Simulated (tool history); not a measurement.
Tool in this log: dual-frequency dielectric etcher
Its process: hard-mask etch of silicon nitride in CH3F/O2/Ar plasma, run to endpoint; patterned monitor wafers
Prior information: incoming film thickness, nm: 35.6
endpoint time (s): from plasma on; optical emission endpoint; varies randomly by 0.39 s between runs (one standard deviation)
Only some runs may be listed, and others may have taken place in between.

| run | hour | source power (W) | bias power (W) | endpoint time (s) |
|---|---|---|---|---|
| 1 | 0.0 | 470 | 58 | 52.212 |
| 2 | 7.1 | 470 | 54 | 52.046 |
| 3 | 13.3 | 470 | 49 | 53.741 |
| 4 | 14.2 | 440 | 49 | 55.066 |
| 5 | 15.7 | 430 | 49 | 55.121 |
| 6 | 16.6 | 500 | 49 | 52.491 |
| 7 | 17.3 | 480 | 48 | 54.197 |
| 8 | 18.7 | 460 | 47 | 54.703 |
| 9 | 20.6 | 440 | 46 | 56.476 |

What does the tool deliver on the next run?
| 10 | 29.5 | 440 | 46 | ? |

endpoint time (s): 55.699
